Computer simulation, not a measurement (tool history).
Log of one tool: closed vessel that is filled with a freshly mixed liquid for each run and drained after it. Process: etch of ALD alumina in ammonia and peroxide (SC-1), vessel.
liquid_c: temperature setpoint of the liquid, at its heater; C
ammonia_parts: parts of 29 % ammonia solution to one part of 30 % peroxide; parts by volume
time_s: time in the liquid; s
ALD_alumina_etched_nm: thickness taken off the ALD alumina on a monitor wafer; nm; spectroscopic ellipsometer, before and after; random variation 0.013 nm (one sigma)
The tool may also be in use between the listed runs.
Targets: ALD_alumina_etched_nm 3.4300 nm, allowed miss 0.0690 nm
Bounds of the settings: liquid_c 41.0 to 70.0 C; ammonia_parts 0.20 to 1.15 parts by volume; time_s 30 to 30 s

run  hour  liquid_c  ammonia_parts  time_s  ALD_alumina_etched_nm
  1   0.0      57.0           0.65      30                 2.9817
  2   1.4      58.0           0.65      30                 3.1517
  3   9.4      63.0           0.65      30                 4.0529
  4  15.7      63.0           0.65      30                 4.0304
  5  17.4      63.0           0.50      30                 3.9720
  6  21.3      62.0           0.50      30                 3.7964
  7  25.8      61.5           0.50      30                 3.6776
  8  32.0      61.0           0.50      30                 3.5804

Which of these 5 next moves meets every target?
  A  38.2      62.0           0.20      30                      ?
  B  38.2      61.0           0.65      30                      ?
  C  38.2      62.0           0.40      30                      ?
  D  38.2      62.0           0.45      30                      ?
  E  38.2      61.5           0.65      30                      ?

move  ALD_alumina_etched_nm
   A                 3.4621
   B                 3.6790
   C                 3.6971
   D                 3.7385
   E                 3.7738
A: meets every target
B: further off than the last run
C: further off than the last run
D: further off than the last run
E: further off than the last run
Answer: A
